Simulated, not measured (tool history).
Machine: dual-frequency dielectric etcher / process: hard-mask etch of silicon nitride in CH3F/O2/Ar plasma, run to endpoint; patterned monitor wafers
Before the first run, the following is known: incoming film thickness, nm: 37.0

{"run": 1, "hour": 0.0, "source power (kW)": 0.31, "bias power (kW)": 0.054, "endpoint time (s)": 65.896}
{"run": 2, "hour": 4.4, "source power (kW)": 0.31, "bias power (kW)": 0.062, "endpoint time (s)": 63.174}
{"run": 3, "hour": 7.6, "source power (kW)": 0.34, "bias power (kW)": 0.062, "endpoint time (s)": 60.898}
{"run": 4, "hour": 10.0, "source power (kW)": 0.34, "bias power (kW)": 0.054, "endpoint time (s)": 64.452}
{"run": 5, "hour": 10.6, "source power (kW)": 0.29, "bias power (kW)": 0.054, "endpoint time (s)": 66.99}
{"run": 6, "hour": 15.6, "source power (kW)": 0.33, "bias power (kW)": 0.054, "endpoint time (s)": 65.02}

What does the tool deliver on the next run?
{"run": 7, "hour": 17.2, "source power (kW)": 0.3, "bias power (kW)": 0.053, "endpoint time (s)": "?"}

endpoint time (s): 67.154

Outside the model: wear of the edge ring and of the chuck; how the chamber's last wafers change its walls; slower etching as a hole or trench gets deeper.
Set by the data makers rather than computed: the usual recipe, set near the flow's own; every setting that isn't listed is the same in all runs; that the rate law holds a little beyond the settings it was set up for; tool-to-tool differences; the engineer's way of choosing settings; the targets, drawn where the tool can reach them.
